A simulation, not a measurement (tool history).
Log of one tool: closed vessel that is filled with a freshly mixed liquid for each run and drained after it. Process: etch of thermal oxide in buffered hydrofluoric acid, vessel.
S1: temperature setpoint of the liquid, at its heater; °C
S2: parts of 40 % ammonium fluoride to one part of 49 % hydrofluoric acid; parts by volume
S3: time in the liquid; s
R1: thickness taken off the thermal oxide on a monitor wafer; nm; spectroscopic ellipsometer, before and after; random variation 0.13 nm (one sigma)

run,hour,S1,S2,S3,R1
1,0,24,15,35,28.61
2,2.7,26.5,15,35,32.891
3,4,24,15,35,28.579
4,5.4,24,15,30,24.709
5,13.8,27.5,15,30,29.5
6,17.9,27.5,16.5,30,27.322

The next listed run, before its measurement:
7,23.2,27.5,16.5,30,?

{"run 7": {"R1": 26.807}}

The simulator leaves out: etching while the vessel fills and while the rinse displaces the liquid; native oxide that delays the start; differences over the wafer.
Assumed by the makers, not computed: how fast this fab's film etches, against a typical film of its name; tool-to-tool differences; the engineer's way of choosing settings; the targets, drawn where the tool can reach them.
